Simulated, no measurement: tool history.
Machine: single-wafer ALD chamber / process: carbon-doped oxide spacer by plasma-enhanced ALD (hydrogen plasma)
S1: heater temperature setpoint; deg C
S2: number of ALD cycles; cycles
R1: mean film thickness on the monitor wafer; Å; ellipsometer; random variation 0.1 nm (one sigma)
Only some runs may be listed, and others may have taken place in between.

Run 1, hour 0.0: S1 415 deg C, S2 289 cycles. Result: R1 151.40 Å.
Run 2, hour 8.2: S1 408 deg C, S2 289 cycles. Result: R1 154.83 Å.
Run 3, hour 17.7: S1 407 deg C, S2 293 cycles. Result: R1 156.94 Å.
Run 4, hour 27.2: S1 407 deg C, S2 297 cycles. Result: R1 159.85 Å.
Run 5, hour 30.9: S1 407 deg C, S2 260 cycles. Result: R1 141.27 Å.
Run 6, hour 34.9: S1 407 deg C, S2 293 cycles. Result: R1 157.12 Å.
Run 7, hour 37.0: S1 406 deg C, S2 297 cycles. Result: R1 159.99 Å.
Run 8, hour 44.1: S1 405 deg C, S2 300 cycles. Result: R1 162.93 Å.
Run 9, hour 48.9: S1 404 deg C, S2 302 cycles. Result: R1 163.93 Å.
Run 10, hour 52.0: S1 403 deg C, S2 304 cycles. Result: R1 165.42 Å.
Run 11, hour 53.8: S1 403 deg C, S2 306 cycles. Result: R1 166.49 Å.
Run 12, hour 63.3: S1 403 deg C, S2 308 cycles. Result: R1 168.33 Å.
Run 13, hour 67.0: S1 402 deg C, S2 309 cycles. Result: R1 168.37 Å.

What will run 14 give?
Run 14, hour 70.1: S1 402 deg C, S2 311 cycles. Result: R1 ?.

Run 14 came out at R1 169.35 Å.
